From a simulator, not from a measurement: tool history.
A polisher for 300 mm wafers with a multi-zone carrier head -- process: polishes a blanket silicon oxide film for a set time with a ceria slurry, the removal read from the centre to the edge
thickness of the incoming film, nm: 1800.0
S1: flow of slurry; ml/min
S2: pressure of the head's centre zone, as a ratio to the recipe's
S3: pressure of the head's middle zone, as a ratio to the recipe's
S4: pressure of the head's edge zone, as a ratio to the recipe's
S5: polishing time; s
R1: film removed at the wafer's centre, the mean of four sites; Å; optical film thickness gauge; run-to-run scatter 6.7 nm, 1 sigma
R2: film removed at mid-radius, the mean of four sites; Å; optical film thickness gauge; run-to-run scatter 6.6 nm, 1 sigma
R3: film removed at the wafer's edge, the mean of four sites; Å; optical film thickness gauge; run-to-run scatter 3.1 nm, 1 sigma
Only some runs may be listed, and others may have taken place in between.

{"run": 1, "hour": 0.0, "S1": 185, "S2": 1, "S3": 1, "S4": 1, "S5": 78, "R1": 3807.5, "R2": 3838.6, "R3": 3952.2}
{"run": 2, "hour": 1.2, "S1": 200, "S2": 1.02, "S3": 1.04, "S4": 1.02, "S5": 79, "R1": 4059.8, "R2": 3981.2, "R3": 4046}
{"run": 3, "hour": 3.9, "S1": 200, "S2": 1.02, "S3": 1.04, "S4": 1.02, "S5": 64, "R1": 3298.7, "R2": 3292.4, "R3": 3250.8}
{"run": 4, "hour": 6.6, "S1": 200, "S2": 1.02, "S3": 1.04, "S4": 1.02, "S5": 74, "R1": 3829.2, "R2": 3792, "R3": 3747.8}
{"run": 5, "hour": 10.2, "S1": 235, "S2": 1.02, "S3": 1.04, "S4": 1.02, "S5": 74, "R1": 3853.4, "R2": 3846.5, "R3": 3802.6}
{"run": 6, "hour": 15.2, "S1": 235, "S2": 1.02, "S3": 1.07, "S4": 1.02, "S5": 74, "R1": 3863.9, "R2": 3927.1, "R3": 3827}
{"run": 7, "hour": 18.3, "S1": 240, "S2": 1.03, "S3": 1.1, "S4": 1.02, "S5": 77, "R1": 3991.6, "R2": 4212.5, "R3": 3986.3}
{"run": 8, "hour": 27.3, "S1": 245, "S2": 1.05, "S3": 1.12, "S4": 1.03, "S5": 79, "R1": 4340.3, "R2": 4318.3, "R3": 4049.8}
{"run": 9, "hour": 29.9, "S1": 250, "S2": 1.05, "S3": 1.14, "S4": 1.04, "S5": 81, "R1": 4418.4, "R2": 4484.7, "R3": 4250.6}

Forecast run 10:
{"run": 10, "hour": 36.2, "S1": 275, "S2": 1.06, "S3": 1.19, "S4": 1.01, "S5": 84, "R1": "?", "R2": "?", "R3": "?"}

R1: 4584.2 Å
R2: 4962.5 Å
R3: 4346.2 Å
